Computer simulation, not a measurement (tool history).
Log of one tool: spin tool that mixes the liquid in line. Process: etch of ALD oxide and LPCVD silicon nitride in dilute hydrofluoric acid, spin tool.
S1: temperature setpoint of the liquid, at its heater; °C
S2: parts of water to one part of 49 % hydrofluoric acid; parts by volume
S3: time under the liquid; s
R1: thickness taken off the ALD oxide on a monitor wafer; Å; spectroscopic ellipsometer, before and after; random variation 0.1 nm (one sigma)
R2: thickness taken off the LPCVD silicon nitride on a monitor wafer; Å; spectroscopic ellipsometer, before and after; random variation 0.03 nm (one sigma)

run 1 hour=0.0 | S1=20.0 S2=120 S3=180 | R1=287.31 R2=7.2498
run 2 hour=2.5 | S1=19.5 S2=130 S3=180 | R1=255.63 R2=5.4378
run 3 hour=4.4 | S1=19.5 S2=95 S3=180 | R1=361.29 R2=7.3767
run 4 hour=13.0 | S1=19.5 S2=95 S3=220 | R1=442.99 R2=10.7350
run 5 hour=16.8 | S1=19.0 S2=115 S3=220 | R1=350.34 R2=8.1777
run 6 hour=23.8 | S1=22.0 S2=115 S3=220 | R1=402.33 R2=10.8680

Forecast run 7:
run 7 hour=25.4 | S1=18.0 S2=165 S3=220 | R1=? R2=?

{"run 7": {"R1": 224.82, "R2": 5.1746}}

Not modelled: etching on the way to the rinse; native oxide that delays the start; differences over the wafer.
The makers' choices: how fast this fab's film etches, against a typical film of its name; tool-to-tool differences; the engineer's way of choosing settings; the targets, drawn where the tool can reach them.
